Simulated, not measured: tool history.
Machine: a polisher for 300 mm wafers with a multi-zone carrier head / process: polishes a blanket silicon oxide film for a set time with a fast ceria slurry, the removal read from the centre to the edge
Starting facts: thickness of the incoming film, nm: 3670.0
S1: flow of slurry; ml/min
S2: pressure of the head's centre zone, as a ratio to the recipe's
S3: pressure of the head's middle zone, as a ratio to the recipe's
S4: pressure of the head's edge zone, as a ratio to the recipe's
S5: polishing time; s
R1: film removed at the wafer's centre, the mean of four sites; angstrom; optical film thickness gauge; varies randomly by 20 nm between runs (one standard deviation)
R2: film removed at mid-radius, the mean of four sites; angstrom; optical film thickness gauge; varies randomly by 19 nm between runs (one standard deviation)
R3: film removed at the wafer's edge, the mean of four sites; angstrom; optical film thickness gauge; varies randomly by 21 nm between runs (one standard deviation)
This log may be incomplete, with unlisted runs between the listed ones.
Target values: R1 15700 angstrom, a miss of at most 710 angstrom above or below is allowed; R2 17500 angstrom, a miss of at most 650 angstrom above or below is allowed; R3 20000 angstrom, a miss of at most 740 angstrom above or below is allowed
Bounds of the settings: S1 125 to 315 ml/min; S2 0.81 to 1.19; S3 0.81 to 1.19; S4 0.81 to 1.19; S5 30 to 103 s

run	hour	S1	S2	S3	S4	S5	R1	R2	R3
1	0.0	205	1.00	1.00	1.00	66	12708	13414	13662
2	3.4	180	1.00	1.00	1.00	66	12374	13243	13670
3	8.2	175	0.99	1.00	1.02	70	12548	13941	14405
4	15.0	175	0.99	1.07	1.02	70	12881	14397	14598
5	21.0	175	0.99	1.06	1.05	73	13709	15157	14930
6	25.7	175	0.99	1.06	1.05	80	14653	16943	16936
7	33.9	170	0.99	1.02	1.06	82	15589	16601	16987
8	39.8	170	0.99	1.02	1.06	82	15230	16734	17015

Pick the move, out of 4, that brings all results within their allowed miss; only one does.
A	45.7	175	1.15	1.06	1.07	76	?	?	?
B	45.7	180	1.00	1.03	1.05	80	?	?	?
C	45.7	150	0.89	0.89	1.08	98	?	?	?
D	45.7	195	1.01	1.04	1.09	77	?	?	?

move	R1	R2	R3
A	16258	15622	15802
B	14937	16174	16547
C	15582	17078	20051
D	14749	15902	16390
A: moves away from the targets compared with the last run
B: moves away from the targets compared with the last run
C: every result lands within tolerance
D: moves away from the targets compared with the last run
Move C is the one to make.
